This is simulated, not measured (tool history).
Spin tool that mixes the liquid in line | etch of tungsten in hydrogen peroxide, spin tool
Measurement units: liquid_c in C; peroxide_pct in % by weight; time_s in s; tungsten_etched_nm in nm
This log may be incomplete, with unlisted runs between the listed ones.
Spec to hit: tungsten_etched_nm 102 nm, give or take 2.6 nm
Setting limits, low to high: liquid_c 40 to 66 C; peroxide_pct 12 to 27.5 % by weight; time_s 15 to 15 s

run	hour	liquid_c	peroxide_pct	time_s	tungsten_etched_nm
1	0	56	18.5	15	57.887
2	8.1	56	18.5	15	58.429
3	10.5	58	18.5	15	65.88
4	13.6	59.5	18.5	15	71.212
# hour 16.7: peroxide flow meter replaced
5	16.7	59.5	18.5	15	69.778
6	18.1	59.5	18.5	15	69.64
7	25.2	61	19	15	76.096
8	32.1	62	19.5	15	82.54
9	37.2	63	19.5	15	88.655
10	40.3	63.5	19.5	15	89.929
11	47.8	64	19.5	15	93.188
12	51.2	64.5	19.5	15	94.57
13	52.1	65	19.5	15	97.052

Below are 4 possible settings for the next run. Only one of them brings all results inside the allowed miss of their targets. Which is it?
A	53	64	20	15	?
B	53	66	21	15	?
C	53	65	18.5	15	?
D	53	66	19	15	?

move	tungsten_etched_nm
A	94.406
B	108.16
C	96.025
D	102.88
A: misses by more than the last run did
B: takes the biggest miss from the last run beyond its target
C: misses by more than the last run did
D: meets every target
Correct choice: D, which meets every target
